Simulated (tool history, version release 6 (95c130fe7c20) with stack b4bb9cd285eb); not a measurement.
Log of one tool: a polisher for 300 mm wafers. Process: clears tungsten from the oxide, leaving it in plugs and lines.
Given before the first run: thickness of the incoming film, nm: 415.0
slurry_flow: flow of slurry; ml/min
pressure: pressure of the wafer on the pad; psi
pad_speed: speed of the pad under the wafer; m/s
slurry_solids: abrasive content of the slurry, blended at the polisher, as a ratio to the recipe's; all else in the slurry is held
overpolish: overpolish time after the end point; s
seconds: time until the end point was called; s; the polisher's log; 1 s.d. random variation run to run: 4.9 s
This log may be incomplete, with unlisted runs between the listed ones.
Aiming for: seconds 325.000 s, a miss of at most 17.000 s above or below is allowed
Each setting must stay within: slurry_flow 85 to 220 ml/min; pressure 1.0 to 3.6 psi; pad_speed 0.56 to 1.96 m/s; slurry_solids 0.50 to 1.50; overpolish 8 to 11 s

run	hour	slurry_flow	pressure	pad_speed	slurry_solids	overpolish	seconds
1	0.0	140	2.3	1.26	1.00	11	105.190
2	5.4	140	2.5	1.26	1.00	11	98.299
3	8.8	135	2.2	1.10	0.95	11	126.630
4	14.7	135	1.8	1.10	0.95	11	143.240
5	19.2	125	1.6	0.98	0.90	11	172.300
6	22.1	125	1.6	0.68	0.90	11	249.010
7	26.1	125	1.5	0.66	0.90	11	253.870
8	32.9	125	1.4	0.64	0.90	11	277.250
9	35.0	125	1.3	0.64	0.90	11	286.230
10	38.7	125	1.2	0.64	0.90	11	297.500

4 candidate next runs follow, results not yet known. Just one meets every target within its allowed miss. Identify it.
A	42.4	125	1.1	0.64	0.85	8	?
B	42.4	105	1.3	0.68	0.95	11	?
C	42.4	130	1.0	0.78	0.90	8	?
D	42.4	100	1.4	0.66	0.90	8	?

move	seconds
A	317.960
B	281.330
C	269.000
D	286.260
A: meets every target
B: its largest miss is bigger than the last run's
C: its largest miss is bigger than the last run's
D: its largest miss is bigger than the last run's
So the answer is move A, the one that meets all the targets.
